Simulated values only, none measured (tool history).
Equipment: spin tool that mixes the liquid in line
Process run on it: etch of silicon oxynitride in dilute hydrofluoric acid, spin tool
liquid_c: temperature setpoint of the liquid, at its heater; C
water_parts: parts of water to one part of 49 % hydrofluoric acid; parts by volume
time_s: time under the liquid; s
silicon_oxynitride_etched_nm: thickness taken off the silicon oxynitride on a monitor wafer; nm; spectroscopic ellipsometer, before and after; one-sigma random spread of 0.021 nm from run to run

run  hour  liquid_c  water_parts  time_s  silicon_oxynitride_etched_nm
  1   0.0      23.0           60      90                        4.4182
  2   0.5      21.5           65      90                        3.8029
  3   6.2      20.5           70      90                        3.3932
  4  12.0      20.5           70      70                        2.5933
  5  19.9      22.0           70      70                        2.7792
  6  26.3      21.0           70      70                        2.6783
  7  30.0      20.5           70      70                        2.6237

Expected results for the next run?
  8  37.9      20.0           70      70                             ?

silicon_oxynitride_etched_nm: 2.5287 nm
